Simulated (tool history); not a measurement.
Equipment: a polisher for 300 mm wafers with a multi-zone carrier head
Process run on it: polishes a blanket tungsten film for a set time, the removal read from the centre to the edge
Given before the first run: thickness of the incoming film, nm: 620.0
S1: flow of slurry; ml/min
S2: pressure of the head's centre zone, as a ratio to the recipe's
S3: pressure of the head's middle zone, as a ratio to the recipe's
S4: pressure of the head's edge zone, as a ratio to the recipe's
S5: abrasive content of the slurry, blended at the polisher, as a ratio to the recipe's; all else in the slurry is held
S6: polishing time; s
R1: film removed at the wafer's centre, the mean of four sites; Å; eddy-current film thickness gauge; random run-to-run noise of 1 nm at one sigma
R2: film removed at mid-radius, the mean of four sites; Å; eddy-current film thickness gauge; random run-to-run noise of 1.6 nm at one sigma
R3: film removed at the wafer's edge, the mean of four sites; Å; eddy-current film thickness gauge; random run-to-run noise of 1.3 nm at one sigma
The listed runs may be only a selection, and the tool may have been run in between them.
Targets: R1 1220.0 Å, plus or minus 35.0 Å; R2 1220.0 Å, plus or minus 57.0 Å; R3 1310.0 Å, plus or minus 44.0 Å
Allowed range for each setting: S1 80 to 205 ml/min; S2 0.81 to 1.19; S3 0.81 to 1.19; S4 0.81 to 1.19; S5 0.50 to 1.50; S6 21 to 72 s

run	hour	S1	S2	S3	S4	S5	S6	R1	R2	R3
1	0.0	135	1.00	1.00	1.00	1.00	46	2413.5	2472.3	2370.8
2	4.7	130	0.98	0.98	0.99	0.90	43	2129.3	2152.7	2140.2
3	8.0	130	0.98	0.98	0.99	1.10	43	2208.6	2294.7	2200.0
4	16.6	150	0.98	0.98	0.99	1.10	43	2325.8	2379.5	2239.2
5	23.4	150	0.98	0.98	0.99	1.00	43	2241.3	2354.3	2204.1
6	30.6	145	0.97	0.96	0.97	0.90	41	2045.0	2101.9	2031.2
7	33.9	110	0.87	0.87	0.87	0.65	28	1076.2	1127.9	1141.4
8	37.8	115	0.87	0.87	0.89	0.65	28	1081.2	1139.7	1165.2
9	44.6	120	0.87	0.87	0.90	0.65	28	1091.1	1180.8	1201.2
10	47.5	155	0.94	0.81	0.96	0.65	28	1258.1	1117.4	1263.9
11	54.1	155	0.93	0.82	0.96	0.65	28	1237.5	1143.8	1280.4

Which of these 4 next moves meets every target?
A	60.7	205	0.91	0.92	0.85	0.55	28	?	?	?
B	60.7	155	0.89	0.85	0.97	0.70	28	?	?	?
C	60.7	165	0.95	0.88	0.91	0.60	28	?	?	?
D	60.7	170	0.87	0.96	0.92	0.60	29	?	?	?

move	R1	R2	R3
A	1216.7	1253.7	1173.0
B	1213.4	1204.3	1293.8
C	1256.9	1199.9	1212.4
D	1198.0	1342.7	1264.7
A: gets the furthest-off result to its target, but another result is out of tolerance
B: all results land within tolerance of their targets
C: gets the furthest-off result to its target, but another result is out of tolerance
D: pushes the last run's worst result past its target
B meets every target.

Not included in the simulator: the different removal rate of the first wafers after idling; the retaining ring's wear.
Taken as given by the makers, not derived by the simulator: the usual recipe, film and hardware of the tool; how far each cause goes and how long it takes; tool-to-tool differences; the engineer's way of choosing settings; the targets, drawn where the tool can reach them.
